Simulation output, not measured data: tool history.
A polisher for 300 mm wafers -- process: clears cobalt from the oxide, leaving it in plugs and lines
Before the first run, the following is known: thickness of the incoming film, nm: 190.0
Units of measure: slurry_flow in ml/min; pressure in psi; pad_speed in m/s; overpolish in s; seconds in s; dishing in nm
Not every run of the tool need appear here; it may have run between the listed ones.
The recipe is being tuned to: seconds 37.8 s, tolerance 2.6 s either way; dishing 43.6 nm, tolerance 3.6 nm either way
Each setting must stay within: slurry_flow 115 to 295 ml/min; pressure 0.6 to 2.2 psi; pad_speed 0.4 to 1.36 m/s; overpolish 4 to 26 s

run	hour	slurry_flow	pressure	pad_speed	overpolish	seconds	dishing
1	0	190	1.4	0.88	13	71.856	27.603
2	7.7	190	1.4	0.88	7	72.566	16.374
3	14.8	210	1.4	0.88	7	71.507	16.557
4	18.2	210	1.4	1.04	7	60.203	19.192
5	23.6	210	1.4	1.04	4	61.282	11.456
6	25.4	210	1.4	1.04	4	62.058	11.356
7	31.2	210	1.6	1.04	7	50.591	21.59
8	39.1	210	1.7	1.02	8	51.581	24.476
# hour 47.3: worn pad replaced by a new one
9	47.3	210	1.9	1.02	9	42.741	32.042
10	49.9	210	2	1.02	10	40.511	36.74

5 next moves are on the table. One of them brings every result within its allowed miss. Which?
A	52.5	230	2.2	0.98	9	?	?
B	52.5	185	1.8	1.08	11	?	?
C	52.5	230	1.8	1.12	10	?	?
D	52.5	215	2.2	0.84	11	?	?
E	52.5	250	2	1.06	12	?	?

move	seconds	dishing
A	37.622	34.165
B	42.817	36.118
C	40.199	35.228
D	44.046	35.346
E	37.915	42.165
A: moves away from the targets compared with the last run
B: moves away from the targets compared with the last run
C: moves away from the targets compared with the last run
D: moves away from the targets compared with the last run
E: in spec on every target
Correct choice: E, which meets every target

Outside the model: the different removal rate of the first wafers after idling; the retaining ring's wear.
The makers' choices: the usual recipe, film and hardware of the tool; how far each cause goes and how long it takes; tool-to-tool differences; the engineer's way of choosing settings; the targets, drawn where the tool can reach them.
